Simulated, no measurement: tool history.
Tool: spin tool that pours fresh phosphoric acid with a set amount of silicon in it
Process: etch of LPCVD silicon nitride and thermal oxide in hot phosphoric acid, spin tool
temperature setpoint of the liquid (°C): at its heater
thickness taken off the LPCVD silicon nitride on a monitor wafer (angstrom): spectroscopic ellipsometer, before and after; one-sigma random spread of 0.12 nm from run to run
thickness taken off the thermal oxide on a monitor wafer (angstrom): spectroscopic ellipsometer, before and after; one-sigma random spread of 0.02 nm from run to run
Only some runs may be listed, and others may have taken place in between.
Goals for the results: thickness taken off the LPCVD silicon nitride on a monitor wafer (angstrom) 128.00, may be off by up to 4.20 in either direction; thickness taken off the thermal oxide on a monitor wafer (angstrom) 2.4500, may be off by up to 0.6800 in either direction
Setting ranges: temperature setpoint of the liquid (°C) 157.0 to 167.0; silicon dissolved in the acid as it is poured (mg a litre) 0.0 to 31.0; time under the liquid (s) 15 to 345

run	hour	temperature setpoint of the liquid (°C)	silicon dissolved in the acid as it is poured (mg a litre)	time under the liquid (s)	thickness taken off the LPCVD silicon nitride on a monitor wafer (angstrom)	thickness taken off the thermal oxide on a monitor wafer (angstrom)
1	0.0	162.0	13.5	175	163.65	3.6344
2	6.6	162.0	13.5	235	225.51	4.4477
3	9.9	162.0	21.0	235	225.66	4.2905
4	12.7	161.5	21.0	210	197.67	3.4115
5	15.5	161.5	18.0	210	200.55	4.1133
6	23.5	163.5	18.0	210	209.85	4.9647
7	24.1	162.5	17.5	190	184.84	3.5456
8	25.7	163.0	14.5	110	109.85	2.5194
9	32.0	163.0	17.0	115	114.19	2.1238
10	35.0	163.5	17.5	120	121.32	2.2537
11	40.0	164.0	17.5	120	123.12	2.5221
12	47.4	164.0	18.5	120	121.85	3.0658

4 next moves are on the table. One of them brings every result within its allowed miss. Which?
A	54.8	160.0	13.5	145	?	?
B	54.8	160.0	31.0	135	?	?
C	54.8	160.5	12.5	155	?	?
D	54.8	161.5	17.5	150	?	?

move	thickness taken off the LPCVD silicon nitride on a monitor wafer (angstrom)	thickness taken off the thermal oxide on a monitor wafer (angstrom)
A	128.91	2.6971
B	120.02	1.3393
C	140.13	3.0657
D	140.22	2.7860
A: all results in spec
B: further off than the last run
C: pushes the last run's worst result past its target
D: pushes the last run's worst result past its target
Go with A: it meets all targets.

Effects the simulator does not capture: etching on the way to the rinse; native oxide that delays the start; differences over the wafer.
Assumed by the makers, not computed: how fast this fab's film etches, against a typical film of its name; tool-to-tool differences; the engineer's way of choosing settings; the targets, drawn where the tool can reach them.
